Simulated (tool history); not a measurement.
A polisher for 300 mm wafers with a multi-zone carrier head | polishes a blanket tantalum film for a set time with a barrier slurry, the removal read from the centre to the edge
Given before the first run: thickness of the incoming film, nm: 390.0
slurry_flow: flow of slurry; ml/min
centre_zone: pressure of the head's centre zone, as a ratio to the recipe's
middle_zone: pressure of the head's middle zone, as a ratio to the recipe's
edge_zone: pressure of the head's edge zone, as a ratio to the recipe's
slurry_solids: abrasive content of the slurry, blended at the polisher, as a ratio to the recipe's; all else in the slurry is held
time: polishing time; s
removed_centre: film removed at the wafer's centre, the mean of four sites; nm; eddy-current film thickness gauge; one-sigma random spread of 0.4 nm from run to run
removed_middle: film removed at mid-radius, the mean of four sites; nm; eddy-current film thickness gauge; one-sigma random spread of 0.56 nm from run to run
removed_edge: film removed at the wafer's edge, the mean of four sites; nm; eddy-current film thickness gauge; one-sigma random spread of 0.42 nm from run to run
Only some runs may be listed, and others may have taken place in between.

run,hour,slurry_flow,centre_zone,middle_zone,edge_zone,slurry_solids,time,removed_centre,removed_middle,removed_edge
1,0,285,1,1,1,1,40,55.639,56.686,53.418
2,8.3,285,1.04,1,1,1,40,56.97,55.775,53.722
3,10.9,285,1.1,1,1,1,40,60.697,55.126,53.378
4,14.5,290,1.1,1.01,0.96,0.85,37,54.843,50.282,47.415
5,18.4,290,1.18,1.01,0.96,0.85,37,57.815,51.515,48.259
6,24.1,295,1.16,1.02,0.93,0.75,35,51.974,46.77,41.752
7,30.8,290,1.12,1.01,0.91,0.7,35,49.659,45.501,41.102
8,34.8,290,1.1,1.01,0.89,0.65,35,47.387,43.206,39.378
9,40.6,290,1.09,1.02,0.87,0.6,35,46.51,43.017,38.368

For run 10, what comes out?
10,47.4,285,1.08,1.02,0.85,0.6,35,?,?,?

removed_centre: 45.909 nm
removed_middle: 43.591 nm
removed_edge: 38.77 nm

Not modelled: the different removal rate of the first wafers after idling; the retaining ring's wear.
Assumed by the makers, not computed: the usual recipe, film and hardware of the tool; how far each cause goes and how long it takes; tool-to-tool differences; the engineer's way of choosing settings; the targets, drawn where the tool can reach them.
